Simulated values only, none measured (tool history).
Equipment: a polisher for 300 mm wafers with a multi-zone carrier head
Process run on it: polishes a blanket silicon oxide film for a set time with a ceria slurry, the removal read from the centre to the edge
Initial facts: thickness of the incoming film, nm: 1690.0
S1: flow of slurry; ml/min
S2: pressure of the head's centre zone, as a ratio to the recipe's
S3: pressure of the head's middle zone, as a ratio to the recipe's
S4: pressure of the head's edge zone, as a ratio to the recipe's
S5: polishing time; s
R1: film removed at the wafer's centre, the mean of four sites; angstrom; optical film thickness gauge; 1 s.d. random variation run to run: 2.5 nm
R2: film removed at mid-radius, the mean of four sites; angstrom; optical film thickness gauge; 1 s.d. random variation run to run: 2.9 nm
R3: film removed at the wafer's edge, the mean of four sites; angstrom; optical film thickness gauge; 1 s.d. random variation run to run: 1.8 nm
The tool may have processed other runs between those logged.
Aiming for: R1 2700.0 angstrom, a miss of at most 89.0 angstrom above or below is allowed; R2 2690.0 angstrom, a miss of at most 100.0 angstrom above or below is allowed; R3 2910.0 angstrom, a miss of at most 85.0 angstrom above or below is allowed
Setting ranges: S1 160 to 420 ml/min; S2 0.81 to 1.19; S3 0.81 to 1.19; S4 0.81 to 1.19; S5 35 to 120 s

{"run": 1, "hour": 0.0, "S1": 270, "S2": 1.0, "S3": 1.0, "S4": 1.0, "S5": 77, "R1": 3312.7, "R2": 3331.8, "R3": 3366.7}
{"run": 2, "hour": 3.7, "S1": 270, "S2": 1.0, "S3": 1.0, "S4": 1.07, "S5": 77, "R1": 3318.0, "R2": 3346.5, "R3": 3472.5}
{"run": 3, "hour": 12.1, "S1": 265, "S2": 0.98, "S3": 0.98, "S4": 1.04, "S5": 75, "R1": 3217.7, "R2": 3230.2, "R3": 3345.8}
{"run": 4, "hour": 14.2, "S1": 265, "S2": 0.98, "S3": 0.94, "S4": 1.04, "S5": 75, "R1": 3125.2, "R2": 3170.0, "R3": 3293.1}
{"run": 5, "hour": 17.7, "S1": 260, "S2": 0.98, "S3": 0.92, "S4": 1.04, "S5": 74, "R1": 3118.1, "R2": 2977.7, "R3": 3287.7}
{"run": 6, "hour": 25.6, "S1": 225, "S2": 0.98, "S3": 0.92, "S4": 1.04, "S5": 74, "R1": 3137.0, "R2": 3039.0, "R3": 3260.1}
{"run": 7, "hour": 30.0, "S1": 225, "S2": 0.97, "S3": 0.91, "S4": 1.03, "S5": 73, "R1": 2987.9, "R2": 2930.7, "R3": 3193.0}
{"run": 8, "hour": 32.1, "S1": 225, "S2": 0.96, "S3": 0.9, "S4": 1.01, "S5": 72, "R1": 2936.5, "R2": 2926.4, "R3": 3097.2}
{"run": 9, "hour": 37.0, "S1": 225, "S2": 0.95, "S3": 0.89, "S4": 1.01, "S5": 71, "R1": 2870.6, "R2": 2871.7, "R3": 3063.0}
{"run": 10, "hour": 38.7, "S1": 225, "S2": 0.95, "S3": 0.88, "S4": 1.0, "S5": 71, "R1": 2799.6, "R2": 2818.6, "R3": 3031.5}
{"run": 11, "hour": 45.5, "S1": 225, "S2": 0.95, "S3": 0.87, "S4": 0.99, "S5": 71, "R1": 2846.6, "R2": 2787.5, "R3": 3024.3}
{"run": 12, "hour": 46.7, "S1": 225, "S2": 0.94, "S3": 0.86, "S4": 0.98, "S5": 71, "R1": 2841.7, "R2": 2758.6, "R3": 3019.1}

Pick the move, out of 5, that brings all results within their allowed miss; only one does.
{"run": "A", "hour": 47.9, "S1": 315, "S2": 1.01, "S3": 0.87, "S4": 0.81, "S5": 70, "R1": "?", "R2": "?", "R3": "?"}
{"run": "B", "hour": 47.9, "S1": 230, "S2": 0.88, "S3": 0.82, "S4": 1.07, "S5": 72, "R1": "?", "R2": "?", "R3": "?"}
{"run": "C", "hour": 47.9, "S1": 205, "S2": 0.95, "S3": 1.05, "S4": 1.12, "S5": 67, "R1": "?", "R2": "?", "R3": "?"}
{"run": "D", "hour": 47.9, "S1": 235, "S2": 0.88, "S3": 0.83, "S4": 1.0, "S5": 72, "R1": "?", "R2": "?", "R3": "?"}
{"run": "E", "hour": 47.9, "S1": 190, "S2": 0.97, "S3": 0.92, "S4": 1.04, "S5": 68, "R1": "?", "R2": "?", "R3": "?"}

move=A R1=3071.3 R2=2842.6 R3=2837.1
move=B R1=2643.3 R2=2732.5 R3=3185.5
move=C R1=2612.7 R2=2885.7 R3=2983.0
move=D R1=2651.6 R2=2758.7 R3=3099.9
move=E R1=2670.8 R2=2676.6 R3=2908.1
A: its largest miss is bigger than the last run's
B: the furthest-off result lands on target, but another misses its tolerance
C: the furthest-off result lands on target, but another misses its tolerance
D: the furthest-off result lands on target, but another misses its tolerance
E: in spec on every target
E meets every target.
